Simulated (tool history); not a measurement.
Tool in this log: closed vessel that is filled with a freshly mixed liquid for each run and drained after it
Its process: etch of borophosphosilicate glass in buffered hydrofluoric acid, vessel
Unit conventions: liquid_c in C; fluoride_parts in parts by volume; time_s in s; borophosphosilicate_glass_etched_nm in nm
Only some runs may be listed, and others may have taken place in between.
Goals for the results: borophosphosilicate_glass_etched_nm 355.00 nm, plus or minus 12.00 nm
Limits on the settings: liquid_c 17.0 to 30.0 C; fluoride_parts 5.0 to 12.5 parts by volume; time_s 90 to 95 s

| run | day | liquid_c | fluoride_parts | time_s | borophosphosilicate_glass_etched_nm |
|---|---|---|---|---|---|
| 1 | 0.000 | 22.0 | 7.5 | 90 | 287.77 |
| 2 | 0.133 | 23.0 | 7.5 | 90 | 299.97 |
| 3 | 0.342 | 24.0 | 7.5 | 90 | 318.68 |
| 4 | 0.538 | 24.0 | 7.5 | 90 | 325.89 |
| 5 | 0.688 | 24.0 | 9.0 | 90 | 261.98 |
| 6 | 0.904 | 26.5 | 9.0 | 90 | 293.59 |
| 7 | 1.250 | 30.0 | 8.5 | 90 | 384.72 |
| 8 | 1.367 | 29.5 | 8.5 | 90 | 376.67 |

Which of these 4 next moves meets every target?
| A | 1.483 | 29.5 | 9.0 | 90 | ? |
| B | 1.483 | 23.5 | 7.0 | 90 | ? |
| C | 1.483 | 30.0 | 8.5 | 90 | ? |
| D | 1.483 | 27.5 | 8.5 | 90 | ? |

| move | borophosphosilicate_glass_etched_nm |
|---|---|
| A | 347.05 |
| B | 332.41 |
| C | 379.14 |
| D | 332.70 |
A: in spec on every target
B: takes the result that was furthest off past its target
C: the biggest miss grows against the last run
D: takes the result that was furthest off past its target
So the answer is move A, the one that meets all the targets.
